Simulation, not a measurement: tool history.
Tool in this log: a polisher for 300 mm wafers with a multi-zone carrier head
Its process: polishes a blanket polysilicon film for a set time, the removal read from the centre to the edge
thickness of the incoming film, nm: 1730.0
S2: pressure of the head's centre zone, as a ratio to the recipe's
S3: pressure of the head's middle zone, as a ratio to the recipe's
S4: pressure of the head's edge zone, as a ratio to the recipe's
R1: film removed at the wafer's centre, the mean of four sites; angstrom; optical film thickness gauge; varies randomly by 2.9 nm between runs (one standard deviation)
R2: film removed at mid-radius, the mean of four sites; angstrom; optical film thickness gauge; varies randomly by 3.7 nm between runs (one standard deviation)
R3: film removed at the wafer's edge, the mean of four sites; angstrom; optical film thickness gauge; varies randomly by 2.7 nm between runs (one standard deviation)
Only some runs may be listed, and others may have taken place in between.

Run 1, hour 0: flow of slurry (ml/min) 320, S2 1, S3 1, S4 1, polishing time (s) 37. Result: R1 2543.7 angstrom, R2 2508.3 angstrom, R3 2600.9 angstrom.
Run 2, hour 0.6: flow of slurry (ml/min) 325, S2 0.99, S3 1.02, S4 1.01, polishing time (s) 38. Result: R1 2571.3 angstrom, R2 2662 angstrom, R3 2679.7 angstrom.
Run 3, hour 1.8: flow of slurry (ml/min) 325, S2 0.99, S3 1.02, S4 1.07, polishing time (s) 38. Result: R1 2562.9 angstrom, R2 2703.2 angstrom, R3 2765.3 angstrom.
Run 4, hour 7.2: flow of slurry (ml/min) 325, S2 0.99, S3 1.02, S4 1.15, polishing time (s) 38. Result: R1 2551.3 angstrom, R2 2722.9 angstrom, R3 2847.9 angstrom.
Run 5, hour 9: flow of slurry (ml/min) 325, S2 0.92, S3 1.02, S4 1.15, polishing time (s) 38. Result: R1 2410.7 angstrom, R2 2690.3 angstrom, R3 2873.6 angstrom.
Run 6, hour 9.9: flow of slurry (ml/min) 330, S2 0.93, S3 1.04, S4 1.15, polishing time (s) 39. Result: R1 2513.1 angstrom, R2 2786.4 angstrom, R3 2964.1 angstrom.
Run 7, hour 11.4: flow of slurry (ml/min) 315, S2 0.93, S3 1.06, S4 1.14, polishing time (s) 40. Result: R1 2548.6 angstrom, R2 2919.7 angstrom, R3 3007.2 angstrom.
Run 8, hour 19.1: flow of slurry (ml/min) 315, S2 0.93, S3 1.07, S4 1.14, polishing time (s) 41. Result: R1 2579.2 angstrom, R2 3015.9 angstrom, R3 3047.6 angstrom.
Run 9, hour 21.3: flow of slurry (ml/min) 320, S2 0.94, S3 1.08, S4 1.15, polishing time (s) 42. Result: R1 2685 angstrom, R2 3118.8 angstrom, R3 3168.9 angstrom.
Run 10, hour 28.6: flow of slurry (ml/min) 320, S2 0.94, S3 1.09, S4 1.15, polishing time (s) 43. Result: R1 2717.1 angstrom, R2 3247.9 angstrom, R3 3287.2 angstrom.
Run 11, hour 31.6: flow of slurry (ml/min) 375, S2 1.01, S3 1.19, S4 1.13, polishing time (s) 46. Result: R1 3224.2 angstrom, R2 3761.7 angstrom, R3 3427 angstrom.

Forecast run 12:
Run 12, hour 33.1: flow of slurry (ml/min) 375, S2 1, S3 1.19, S4 1.13, polishing time (s) 46. Result: R1 ?, R2 ?, R3 ?.

R1: 3175.7 angstrom
R2: 3762.8 angstrom
R3: 3485.3 angstrom
